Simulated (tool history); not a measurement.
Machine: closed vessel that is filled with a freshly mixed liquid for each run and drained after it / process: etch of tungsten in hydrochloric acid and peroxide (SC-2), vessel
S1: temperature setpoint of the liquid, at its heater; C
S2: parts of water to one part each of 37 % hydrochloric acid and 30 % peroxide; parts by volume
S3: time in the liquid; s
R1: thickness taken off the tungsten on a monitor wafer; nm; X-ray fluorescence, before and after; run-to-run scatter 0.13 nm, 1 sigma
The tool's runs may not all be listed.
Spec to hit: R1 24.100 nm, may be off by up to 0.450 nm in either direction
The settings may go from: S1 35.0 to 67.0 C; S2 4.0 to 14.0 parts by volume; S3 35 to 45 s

run  hour    S1   S2  S3      R1
  1   0.0  51.0  7.5  45  15.425
  2   4.8  52.0  7.5  45  16.620
  3   6.4  52.0  7.5  35  12.901
  4   8.5  54.0  7.5  35  14.739
  5  13.8  54.0  7.5  35  14.778
  6  18.5  55.5  7.5  35  16.186
  7  25.8  56.5  7.5  35  17.376
  8  34.6  57.5  7.5  35  18.385
  9  39.6  58.5  7.5  35  19.581
 10  46.9  62.5  7.5  35  25.122

Consider the 4 candidate settings below. Which is the only one whose results all fall within their allowed miss of target?
  A  54.2  61.5  9.5  45   ?
  B  54.2  60.0  6.5  35   ?
  C  54.2  59.0  6.5  40   ?
  D  54.2  61.0  7.5  35   ?

move      R1
   A  24.989
   B  23.982
   C  25.737
   D  22.828
A: better than the last run, though not everything is in spec
B: every result lands within tolerance
C: the biggest miss grows against the last run
D: carries the result that was furthest off beyond its target, to the other side
Move B is the one to make.

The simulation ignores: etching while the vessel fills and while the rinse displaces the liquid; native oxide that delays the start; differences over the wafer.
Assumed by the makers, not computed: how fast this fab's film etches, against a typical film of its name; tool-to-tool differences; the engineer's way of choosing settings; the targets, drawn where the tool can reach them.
